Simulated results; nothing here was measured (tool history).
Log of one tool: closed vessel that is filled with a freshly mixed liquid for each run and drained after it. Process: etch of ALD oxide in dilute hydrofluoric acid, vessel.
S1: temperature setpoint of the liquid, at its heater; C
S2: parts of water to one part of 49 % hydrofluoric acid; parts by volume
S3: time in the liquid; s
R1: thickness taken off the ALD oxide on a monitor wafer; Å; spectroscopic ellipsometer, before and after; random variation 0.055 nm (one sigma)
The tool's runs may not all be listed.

Run 1, hour 0: S1 21 C, S2 55 parts by volume, S3 30 s. Result: R1 55.774 Å.
Run 2, hour 3.5: S1 23 C, S2 55 parts by volume, S3 30 s. Result: R1 60.284 Å.
Run 3, hour 7.1: S1 24 C, S2 55 parts by volume, S3 30 s. Result: R1 62.784 Å.
Run 4, hour 15.6: S1 25 C, S2 55 parts by volume, S3 30 s. Result: R1 65.889 Å.
Run 5, hour 24.9: S1 25.5 C, S2 55 parts by volume, S3 30 s. Result: R1 67.707 Å.
Run 6, hour 32.4: S1 25.5 C, S2 40 parts by volume, S3 30 s. Result: R1 93.951 Å.

Forecast run 7:
Run 7, hour 33.4: S1 25 C, S2 40 parts by volume, S3 30 s. Result: R1 ?.

{"run 7": {"R1": 93.277}}
